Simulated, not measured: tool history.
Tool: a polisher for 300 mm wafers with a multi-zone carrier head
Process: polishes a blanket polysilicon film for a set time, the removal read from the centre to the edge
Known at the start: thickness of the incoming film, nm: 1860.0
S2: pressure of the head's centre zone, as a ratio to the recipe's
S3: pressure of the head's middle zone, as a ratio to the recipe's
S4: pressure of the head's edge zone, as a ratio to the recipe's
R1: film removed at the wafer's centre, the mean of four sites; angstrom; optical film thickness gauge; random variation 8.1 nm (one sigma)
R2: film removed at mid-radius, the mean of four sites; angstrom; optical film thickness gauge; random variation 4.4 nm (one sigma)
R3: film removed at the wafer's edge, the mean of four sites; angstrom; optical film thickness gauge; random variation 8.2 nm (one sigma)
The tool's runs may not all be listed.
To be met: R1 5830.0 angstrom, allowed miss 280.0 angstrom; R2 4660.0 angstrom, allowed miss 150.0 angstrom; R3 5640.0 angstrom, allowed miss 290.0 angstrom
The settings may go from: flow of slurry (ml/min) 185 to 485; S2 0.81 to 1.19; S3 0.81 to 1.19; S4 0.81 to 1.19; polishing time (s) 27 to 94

Run 1, hour 0.0: flow of slurry (ml/min) 310, S2 1.00, S3 1.00, S4 1.00, polishing time (s) 60. Result: R1 5238.1 angstrom, R2 5358.5 angstrom, R3 5414.7 angstrom.
Run 2, hour 1.6: flow of slurry (ml/min) 255, S2 1.00, S3 1.00, S4 1.00, polishing time (s) 60. Result: R1 5046.4 angstrom, R2 5264.8 angstrom, R3 5401.4 angstrom.
Run 3, hour 2.1: flow of slurry (ml/min) 255, S2 1.00, S3 1.04, S4 1.00, polishing time (s) 60. Result: R1 5090.2 angstrom, R2 5385.5 angstrom, R3 5271.3 angstrom.
Run 4, hour 5.2: flow of slurry (ml/min) 255, S2 1.00, S3 1.04, S4 1.00, polishing time (s) 69. Result: R1 5745.8 angstrom, R2 6237.7 angstrom, R3 6072.6 angstrom.
Run 5, hour 12.3: flow of slurry (ml/min) 255, S2 1.00, S3 1.04, S4 0.96, polishing time (s) 69. Result: R1 5857.8 angstrom, R2 6218.9 angstrom, R3 5914.1 angstrom.
Run 6, hour 18.2: flow of slurry (ml/min) 255, S2 1.00, S3 1.00, S4 0.96, polishing time (s) 69. Result: R1 5900.8 angstrom, R2 5980.1 angstrom, R3 5997.5 angstrom.
Run 7, hour 26.4: flow of slurry (ml/min) 250, S2 1.01, S3 0.96, S4 0.95, polishing time (s) 68. Result: R1 5967.0 angstrom, R2 5606.9 angstrom, R3 5815.2 angstrom.
Run 8, hour 34.5: flow of slurry (ml/min) 245, S2 1.01, S3 0.93, S4 0.95, polishing time (s) 67. Result: R1 5591.6 angstrom, R2 5457.0 angstrom, R3 5748.5 angstrom.

Which of these 5 next moves meets every target?
Run A, hour 42.6: flow of slurry (ml/min) 285, S2 1.15, S3 0.81, S4 1.08, polishing time (s) 59. Result: R1 ?, R2 ?, R3 ?.
Run B, hour 42.6: flow of slurry (ml/min) 215, S2 1.01, S3 1.06, S4 0.89, polishing time (s) 72. Result: R1 ?, R2 ?, R3 ?.
Run C, hour 42.6: flow of slurry (ml/min) 225, S2 0.85, S3 1.10, S4 0.95, polishing time (s) 72. Result: R1 ?, R2 ?, R3 ?.
Run D, hour 42.6: flow of slurry (ml/min) 265, S2 1.08, S3 0.81, S4 0.97, polishing time (s) 64. Result: R1 ?, R2 ?, R3 ?.
Run E, hour 42.6: flow of slurry (ml/min) 240, S2 0.87, S3 1.19, S4 0.93, polishing time (s) 71. Result: R1 ?, R2 ?, R3 ?.

move      R1      R2      R3
   A  5854.3  4312.0  5316.7
   B  6015.8  6325.7  5726.2
   C  5097.6  6578.8  5930.3
   D  5903.9  4639.3  5436.2
   E  5204.1  7003.0  5824.4
A: takes the result that was furthest off past its target
B: further off than the last run
C: further off than the last run
D: meets every target
E: further off than the last run
Answer: D
